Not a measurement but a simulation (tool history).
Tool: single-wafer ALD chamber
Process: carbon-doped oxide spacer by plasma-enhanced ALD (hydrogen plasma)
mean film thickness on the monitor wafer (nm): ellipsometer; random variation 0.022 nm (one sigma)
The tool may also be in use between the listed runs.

run	day	heater temperature setpoint (°C)	number of ALD cycles (cycles)	mean film thickness on the monitor wafer (nm)
1	0.000	385	193	10.1560
2	0.046	385	190	9.9995
3	0.200	385	188	9.8982
4	0.533	385	168	8.8678
5	0.779	385	173	9.0996
6	0.996	385	148	7.7639
7	1.158	385	160	8.4468

Run 8 comes next. What will it give?
8	1.321	385	168	?

Run 8 gave mean film thickness on the monitor wafer (nm) 8.8506.
